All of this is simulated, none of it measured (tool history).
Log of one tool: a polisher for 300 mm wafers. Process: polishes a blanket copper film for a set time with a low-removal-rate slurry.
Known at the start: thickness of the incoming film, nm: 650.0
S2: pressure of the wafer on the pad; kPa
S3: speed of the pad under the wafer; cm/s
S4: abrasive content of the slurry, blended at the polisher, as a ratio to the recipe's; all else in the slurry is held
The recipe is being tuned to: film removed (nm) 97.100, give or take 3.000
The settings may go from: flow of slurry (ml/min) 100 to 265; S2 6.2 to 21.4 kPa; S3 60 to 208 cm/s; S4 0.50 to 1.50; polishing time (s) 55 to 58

run 1 day=0.000 | flow_of_slurry_(ml/min)=170 S2=13.8 S3=134 S4=1.00 polishing_time_(s)=55 | film_removed_(nm)=130.410
run 2 day=0.075 | flow_of_slurry_(ml/min)=170 S2=13.8 S3=134 S4=1.00 polishing_time_(s)=58 | film_removed_(nm)=139.230
run 3 day=0.104 | flow_of_slurry_(ml/min)=165 S2=13.1 S3=134 S4=1.00 polishing_time_(s)=58 | film_removed_(nm)=134.250
run 4 day=0.367 | flow_of_slurry_(ml/min)=165 S2=13.1 S3=134 S4=1.00 polishing_time_(s)=58 | film_removed_(nm)=133.280
run 5 day=0.492 | flow_of_slurry_(ml/min)=165 S2=12.4 S3=134 S4=1.00 polishing_time_(s)=58 | film_removed_(nm)=129.020
run 6 day=0.629 | flow_of_slurry_(ml/min)=165 S2=11.7 S3=134 S4=1.00 polishing_time_(s)=58 | film_removed_(nm)=123.910
run 7 day=0.812 | flow_of_slurry_(ml/min)=165 S2=11.0 S3=134 S4=1.00 polishing_time_(s)=58 | film_removed_(nm)=119.840
run 8 day=1.050 | flow_of_slurry_(ml/min)=165 S2=10.3 S3=134 S4=1.00 polishing_time_(s)=58 | film_removed_(nm)=115.540
run 9 day=1.167 | flow_of_slurry_(ml/min)=160 S2=9.7 S3=134 S4=1.00 polishing_time_(s)=58 | film_removed_(nm)=110.450

Consider the 5 candidate settings below. Which is the only one whose results all fall within their allowed miss of target?
run A day=1.283 | flow_of_slurry_(ml/min)=180 S2=14.5 S3=90 S4=0.95 polishing_time_(s)=58 | film_removed_(nm)=?
run B day=1.283 | flow_of_slurry_(ml/min)=140 S2=10.3 S3=150 S4=1.00 polishing_time_(s)=58 | film_removed_(nm)=?
run C day=1.283 | flow_of_slurry_(ml/min)=120 S2=9.7 S3=122 S4=1.10 polishing_time_(s)=55 | film_removed_(nm)=?
run D day=1.283 | flow_of_slurry_(ml/min)=145 S2=9.7 S3=158 S4=0.95 polishing_time_(s)=58 | film_removed_(nm)=?
run E day=1.283 | flow_of_slurry_(ml/min)=115 S2=9.7 S3=166 S4=1.05 polishing_time_(s)=57 | film_removed_(nm)=?

move=A film_removed_(nm)=97.180
move=B film_removed_(nm)=124.960
move=C film_removed_(nm)=92.052
move=D film_removed_(nm)=126.020
move=E film_removed_(nm)=126.790
A: every result lands within tolerance
B: further off than the last run
C: takes the result that was furthest off past its target
D: further off than the last run
E: further off than the last run
So the answer is move A, the one that meets all the targets.
